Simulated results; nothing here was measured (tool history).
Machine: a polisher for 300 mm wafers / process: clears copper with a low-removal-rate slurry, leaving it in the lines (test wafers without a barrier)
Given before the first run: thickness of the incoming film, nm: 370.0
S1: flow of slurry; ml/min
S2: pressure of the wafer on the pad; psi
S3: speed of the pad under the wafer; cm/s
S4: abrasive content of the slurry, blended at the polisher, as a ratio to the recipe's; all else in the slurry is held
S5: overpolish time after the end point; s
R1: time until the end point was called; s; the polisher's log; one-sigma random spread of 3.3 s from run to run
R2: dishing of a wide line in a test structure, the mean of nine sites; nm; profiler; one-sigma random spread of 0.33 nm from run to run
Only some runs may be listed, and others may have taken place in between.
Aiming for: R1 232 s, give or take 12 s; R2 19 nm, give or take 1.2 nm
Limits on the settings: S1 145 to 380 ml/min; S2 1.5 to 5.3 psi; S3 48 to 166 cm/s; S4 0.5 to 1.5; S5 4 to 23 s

run  hour   S1   S2   S3  S4  S5      R1      R2
  1     0  245  3.4  106   1  12  112.24  24.815
  2   3.7  245  3.4  106   1   8  112.76  17.661
  3  11.4  245  4.2  106   1   8  91.522  21.208
  4  13.9  245  4.2   86   1   8  112.46  16.604
  5    17  300  4.2   86   1   8  108.45   17.44
  6  20.3  300  4.2  106   1   8   90.17  20.976
  7  21.2  300  3.9  104   1   9  96.473  21.647
  8  24.8  295  3.6  102   1  10  105.57  21.453
  9  27.3  285  3.4  100   1  11  118.88  22.153
 10  31.7  285  3.2   98   1  11  122.91  20.899
 11    39  280    3   96   1  12   135.5   20.25
 12  40.3  275  2.8   94   1  13  150.81  20.776
 13    44  270  2.7   94   1  13  157.85    19.7
 14  51.2  265  2.6   94   1  13  160.13  18.336
 15  57.6  260  2.5   94   1  14  171.45  19.628
 16    63  260  2.5   94   1  14  165.95  18.826
 17  66.1  255  2.4   94   1  15  171.39  19.561
 18  72.6  250  2.3   94   1  15  182.32  19.097
 19  80.9  230  1.5   94   1  18  278.87  15.911
 20    84  240  1.5   94   1  18  277.46  15.075

Of the 5 settings listed for the next run, only one would bring every result within its allowed miss of target. Which one?
  A  87.1  230  1.7   86  0.95  22   ?   ?
  B  87.1  245  1.6   96  0.95  19   ?   ?
  C  87.1  240  2.1  100   0.8  15   ?   ?
  D  87.1  235  1.9   64  0.85  15   ?   ?
  E  87.1  235  1.7   98     1  19   ?   ?

move      R1      R2
   A  275.31  18.355
   B  260.47   16.91
   C  202.38  17.281
   D  337.29  10.825
   E  239.14  18.263
A: no better and no worse than the last run
B: better than the last run, though not everything is in spec
C: moves the result that the last run missed by most past its target, out the other side
D: lands further from the targets than the last run did
E: meets every target
The move that meets every target is E.

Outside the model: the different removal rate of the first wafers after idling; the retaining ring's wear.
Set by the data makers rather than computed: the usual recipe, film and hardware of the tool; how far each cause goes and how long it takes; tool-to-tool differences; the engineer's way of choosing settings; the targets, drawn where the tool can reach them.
